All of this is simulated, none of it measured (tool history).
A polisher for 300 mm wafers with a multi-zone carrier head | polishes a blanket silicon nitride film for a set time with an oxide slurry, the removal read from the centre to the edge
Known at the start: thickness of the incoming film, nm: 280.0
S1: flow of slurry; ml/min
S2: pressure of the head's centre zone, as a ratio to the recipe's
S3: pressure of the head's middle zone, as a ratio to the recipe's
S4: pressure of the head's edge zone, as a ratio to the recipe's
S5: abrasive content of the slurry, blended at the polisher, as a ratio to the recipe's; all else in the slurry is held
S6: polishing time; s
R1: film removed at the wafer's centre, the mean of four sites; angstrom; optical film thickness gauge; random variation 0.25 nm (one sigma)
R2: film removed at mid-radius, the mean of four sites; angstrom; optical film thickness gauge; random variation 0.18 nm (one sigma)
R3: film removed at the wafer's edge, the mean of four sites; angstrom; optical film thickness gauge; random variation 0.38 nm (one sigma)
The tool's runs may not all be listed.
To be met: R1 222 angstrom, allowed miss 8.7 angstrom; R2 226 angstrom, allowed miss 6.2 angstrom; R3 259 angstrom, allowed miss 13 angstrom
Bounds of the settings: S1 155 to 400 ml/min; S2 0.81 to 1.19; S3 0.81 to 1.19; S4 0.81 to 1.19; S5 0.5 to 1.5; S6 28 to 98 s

run 1 hour=0 | S1=255 S2=1 S3=1 S4=1 S5=1 S6=63 | R1=425.63 R2=429 R3=436.83
run 2 hour=2 | S1=245 S2=0.97 S3=0.96 S4=0.99 S5=0.9 S6=59 | R1=371.7 R2=368.22 R3=390.03
run 3 hour=10.4 | S1=245 S2=0.97 S3=0.96 S4=0.99 S5=0.75 S6=59 | R1=357.5 R2=350.12 R3=366.46
run 4 hour=12.7 | S1=280 S2=0.97 S3=0.96 S4=0.99 S5=0.75 S6=59 | R1=352.37 R2=357.02 R3=383.8
run 5 hour=13.5 | S1=270 S2=0.94 S3=0.94 S4=0.98 S5=0.7 S6=55 | R1=318.19 R2=314.86 R3=338.35
run 6 hour=19.3 | S1=280 S2=0.91 S3=0.93 S4=0.98 S5=0.65 S6=52 | R1=286 R2=291.09 R3=310.84
run 7 hour=20.3 | S1=285 S2=0.89 S3=0.91 S4=0.99 S5=0.6 S6=50 | R1=258.56 R2=263.67 R3=288.11
run 8 hour=22.4 | S1=275 S2=0.87 S3=0.89 S4=0.99 S5=0.6 S6=50 | R1=252.87 R2=262.01 R3=291.01
run 9 hour=30.5 | S1=270 S2=0.86 S3=0.87 S4=0.98 S5=0.6 S6=50 | R1=250.21 R2=254.89 R3=286.83
run 10 hour=32.8 | S1=265 S2=0.85 S3=0.86 S4=0.97 S5=0.6 S6=50 | R1=242.82 R2=254.54 R3=289.52
run 11 hour=40.6 | S1=265 S2=0.85 S3=0.86 S4=0.97 S5=0.6 S6=49 | R1=239.04 R2=246.48 R3=277.89
run 12 hour=41.3 | S1=255 S2=0.84 S3=0.85 S4=0.96 S5=0.6 S6=49 | R1=236.81 R2=244.93 R3=282.33
run 13 hour=43.9 | S1=265 S2=0.84 S3=0.85 S4=0.96 S5=0.6 S6=49 | R1=238.75 R2=248.84 R3=284.16

Which of these 4 next moves meets every target?
run A hour=46.5 | S1=290 S2=0.89 S3=0.9 S4=0.93 S5=0.55 S6=51 | R1=? R2=? R3=?
run B hour=46.5 | S1=235 S2=0.83 S3=0.83 S4=0.92 S5=0.5 S6=49 | R1=? R2=? R3=?
run C hour=46.5 | S1=275 S2=1.01 S3=1.1 S4=0.92 S5=0.55 S6=44 | R1=? R2=? R3=?
run D hour=46.5 | S1=275 S2=0.9 S3=0.93 S4=0.94 S5=0.55 S6=45 | R1=? R2=? R3=?

move=A R1=257.81 R2=264.82 R3=278.5
move=B R1=219.13 R2=225.7 R3=254.29
move=C R1=249.77 R2=269.02 R3=237.74
move=D R1=228.61 R2=238.84 R3=245.6
A: further off than the last run
B: meets every target
C: further off than the last run
D: nearer than the last run, and not there yet
Answer: B

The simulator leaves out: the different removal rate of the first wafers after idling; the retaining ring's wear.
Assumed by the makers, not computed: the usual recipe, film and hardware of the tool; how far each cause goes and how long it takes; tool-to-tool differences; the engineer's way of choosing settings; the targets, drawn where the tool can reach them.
